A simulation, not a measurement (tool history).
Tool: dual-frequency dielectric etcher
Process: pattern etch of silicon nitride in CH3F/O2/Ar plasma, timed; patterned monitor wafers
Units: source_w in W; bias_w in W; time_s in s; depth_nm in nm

| run | day | source_w | bias_w | time_s | depth_nm |
|---|---|---|---|---|---|
| 1 | 0 | 310 | 67 | 37.5 | 22.314 |
| 2 | 0.071 | 300 | 65 | 37.5 | 21.579 |
| 3 | 0.396 | 300 | 65 | 37.5 | 21.399 |
| 4 | 0.529 | 280 | 65 | 37.5 | 20.742 |
| 5 | 0.825 | 270 | 65 | 37.5 | 20.357 |
| 6 | 0.933 | 260 | 65 | 37.5 | 19.984 |
| 7 | 0.988 | 250 | 65 | 37.5 | 19.677 |

Run 8 comes next. What will it give?
| 8 | 1.233 | 230 | 64 | 37.5 | ? |

depth_nm: 18.912 nm
